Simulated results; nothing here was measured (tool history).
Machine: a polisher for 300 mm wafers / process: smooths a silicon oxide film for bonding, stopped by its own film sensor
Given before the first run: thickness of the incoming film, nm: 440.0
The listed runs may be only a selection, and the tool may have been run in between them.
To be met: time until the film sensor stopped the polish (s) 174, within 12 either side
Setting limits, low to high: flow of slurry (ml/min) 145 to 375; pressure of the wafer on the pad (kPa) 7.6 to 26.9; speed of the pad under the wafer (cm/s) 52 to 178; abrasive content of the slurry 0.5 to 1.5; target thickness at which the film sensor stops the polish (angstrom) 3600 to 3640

run  hour  flow of slurry (ml/min)  pressure of the wafer on the pad (kPa)  speed of the pad under the wafer (cm/s)  abrasive content of the slurry  target thickness at which the film sensor stops the polish (angstrom)  time until the film sensor stopped the polish (s)
  1     0                      240                                    17.2                                      114                               1                                                                   3640                                             74.619
  2   3.7                      240                                    17.2                                       92                               1                                                                   3640                                             88.259
  3  11.9                      240                                    17.2                                       92                               1                                                                   3640                                             88.647
  4  13.6                      240                                    15.2                                       88                               1                                                                   3640                                              101.9
  5  16.2                      240                                    13.8                                       84                               1                                                                   3640                                             112.46
  6    18                      240                                    12.4                                       80                               1                                                                   3640                                             133.88
  7  21.9                      240                                    11.7                                       80                               1                                                                   3640                                             138.18
  8  25.6                      240                                      11                                       80                               1                                                                   3640                                             145.52
  9  31.2                      240                                    10.3                                       80                               1                                                                   3640                                             156.52

Next run, 5 choices. One meets every target within its allowed miss, the rest don't. Which?
  A  36.8                      260                                    12.4                                       86                            0.95                                                                   3640                                                  ?
  B  36.8                      220                                    10.3                                       74                            0.95                                                                   3630                                                  ?
  C  36.8                      235                                    11.7                                       82                             0.9                                                                   3640                                                  ?
  D  36.8                      265                                     9.7                                       92                               1                                                                   3640                                                  ?
  E  36.8                      275                                       9                                       98                            0.95                                                                   3640                                                  ?

move  time until the film sensor stopped the polish (s)
   A                                             123.75
   B                                             166.52
   C                                             139.06
   D                                             147.21
   E                                             154.28
A: moves away from the targets compared with the last run
B: each result inside its tolerance
C: moves away from the targets compared with the last run
D: moves away from the targets compared with the last run
E: moves away from the targets compared with the last run
Correct choice: B, which meets every target
